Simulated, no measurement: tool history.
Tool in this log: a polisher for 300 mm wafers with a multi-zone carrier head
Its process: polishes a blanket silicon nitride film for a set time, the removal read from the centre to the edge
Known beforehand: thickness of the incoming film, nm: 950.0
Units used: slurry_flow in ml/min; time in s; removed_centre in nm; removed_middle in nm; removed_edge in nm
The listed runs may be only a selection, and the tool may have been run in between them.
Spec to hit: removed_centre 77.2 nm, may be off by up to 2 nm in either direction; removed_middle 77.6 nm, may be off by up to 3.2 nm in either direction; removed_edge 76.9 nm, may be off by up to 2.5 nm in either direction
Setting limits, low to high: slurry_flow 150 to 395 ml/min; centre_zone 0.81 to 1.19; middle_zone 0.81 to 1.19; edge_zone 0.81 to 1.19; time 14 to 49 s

{"run": 1, "hour": 0.0, "slurry_flow": 250, "centre_zone": 1, "middle_zone": 1, "edge_zone": 1, "time": 31, "removed_centre": 53.777, "removed_middle": 55.727, "removed_edge": 54.214}
{"run": 2, "hour": 6.0, "slurry_flow": 250, "centre_zone": 1, "middle_zone": 1, "edge_zone": 1, "time": 24, "removed_centre": 42.071, "removed_middle": 43.59, "removed_edge": 41.923}
{"run": 3, "hour": 10.4, "slurry_flow": 250, "centre_zone": 0.95, "middle_zone": 1, "edge_zone": 1, "time": 24, "removed_centre": 39.933, "removed_middle": 42.058, "removed_edge": 41.688}
{"run": 4, "hour": 16.7, "slurry_flow": 250, "centre_zone": 0.95, "middle_zone": 1, "edge_zone": 1, "time": 28, "removed_centre": 46.566, "removed_middle": 50.169, "removed_edge": 49.011}
{"run": 5, "hour": 22.7, "slurry_flow": 250, "centre_zone": 0.95, "middle_zone": 1, "edge_zone": 1, "time": 22, "removed_centre": 36.558, "removed_middle": 39.005, "removed_edge": 38.486}
{"run": 6, "hour": 31.6, "slurry_flow": 260, "centre_zone": 0.99, "middle_zone": 1.01, "edge_zone": 1.04, "time": 27, "removed_centre": 46.35, "removed_middle": 48.927, "removed_edge": 48.46}
{"run": 7, "hour": 40.6, "slurry_flow": 280, "centre_zone": 1.04, "middle_zone": 1.03, "edge_zone": 1.08, "time": 30, "removed_centre": 55.132, "removed_middle": 54.799, "removed_edge": 54.192}
{"run": 8, "hour": 46.6, "slurry_flow": 270, "centre_zone": 1.05, "middle_zone": 1.04, "edge_zone": 1.09, "time": 33, "removed_centre": 61.198, "removed_middle": 60.575, "removed_edge": 60.14}
{"run": 9, "hour": 50.1, "slurry_flow": 275, "centre_zone": 1.05, "middle_zone": 1.05, "edge_zone": 1.11, "time": 35, "removed_centre": 64.913, "removed_middle": 65.908, "removed_edge": 64.3}
{"run": 10, "hour": 53.7, "slurry_flow": 280, "centre_zone": 1.05, "middle_zone": 1.05, "edge_zone": 1.13, "time": 36, "removed_centre": 67.167, "removed_middle": 66.382, "removed_edge": 66.294}
{"run": 11, "hour": 55.7, "slurry_flow": 280, "centre_zone": 1.05, "middle_zone": 1.05, "edge_zone": 1.13, "time": 36, "removed_centre": 66.688, "removed_middle": 66.529, "removed_edge": 66.932}
{"run": 12, "hour": 63.2, "slurry_flow": 280, "centre_zone": 1.06, "middle_zone": 1.06, "edge_zone": 1.14, "time": 37, "removed_centre": 68.846, "removed_middle": 69.485, "removed_edge": 69.375}
{"run": 13, "hour": 69.9, "slurry_flow": 290, "centre_zone": 1.07, "middle_zone": 1.07, "edge_zone": 1.15, "time": 38, "removed_centre": 71.278, "removed_middle": 71.822, "removed_edge": 70.766}
{"run": 14, "hour": 76.1, "slurry_flow": 290, "centre_zone": 1.07, "middle_zone": 1.07, "edge_zone": 1.16, "time": 39, "removed_centre": 73.573, "removed_middle": 74.626, "removed_edge": 73.939}
{"run": 15, "hour": 82.7, "slurry_flow": 290, "centre_zone": 1.08, "middle_zone": 1.07, "edge_zone": 1.17, "time": 39, "removed_centre": 75.076, "removed_middle": 74.74, "removed_edge": 72.288}
{"run": 16, "hour": 90.1, "slurry_flow": 290, "centre_zone": 1.07, "middle_zone": 1.07, "edge_zone": 1.17, "time": 39, "removed_centre": 74.069, "removed_middle": 74.86, "removed_edge": 73.386}

5 candidate next runs follow, results not yet known. Just one meets every target within its allowed miss. Identify it.
{"run": "A", "hour": 97.5, "slurry_flow": 290, "centre_zone": 1.01, "middle_zone": 1.01, "edge_zone": 1.04, "time": 43, "removed_centre": "?", "removed_middle": "?", "removed_edge": "?"}
{"run": "B", "hour": 97.5, "slurry_flow": 285, "centre_zone": 1.14, "middle_zone": 1.15, "edge_zone": 1.14, "time": 41, "removed_centre": "?", "removed_middle": "?", "removed_edge": "?"}
{"run": "C", "hour": 97.5, "slurry_flow": 285, "centre_zone": 1.11, "middle_zone": 1.15, "edge_zone": 1.14, "time": 41, "removed_centre": "?", "removed_middle": "?", "removed_edge": "?"}
{"run": "D", "hour": 97.5, "slurry_flow": 245, "centre_zone": 0.99, "middle_zone": 0.98, "edge_zone": 1.19, "time": 45, "removed_centre": "?", "removed_middle": "?", "removed_edge": "?"}
{"run": "E", "hour": 97.5, "slurry_flow": 260, "centre_zone": 1.05, "middle_zone": 1.12, "edge_zone": 1.16, "time": 45, "removed_centre": "?", "removed_middle": "?", "removed_edge": "?"}

move=A removed_centre=77.797 removed_middle=76.568 removed_edge=77.4
move=B removed_centre=82.87 removed_middle=81.349 removed_edge=76.449
move=C removed_centre=80.845 removed_middle=81.361 removed_edge=76.449
move=D removed_centre=78.164 removed_middle=76.561 removed_edge=84.52
move=E removed_centre=83.286 removed_middle=86.391 removed_edge=83.897
A: all results land within tolerance of their targets
B: takes the result that was furthest off past its target
C: takes the result that was furthest off past its target
D: gets the furthest-off result to its target, but another result is out of tolerance
E: takes the result that was furthest off past its target
A is the move that brings every result within its allowed miss.
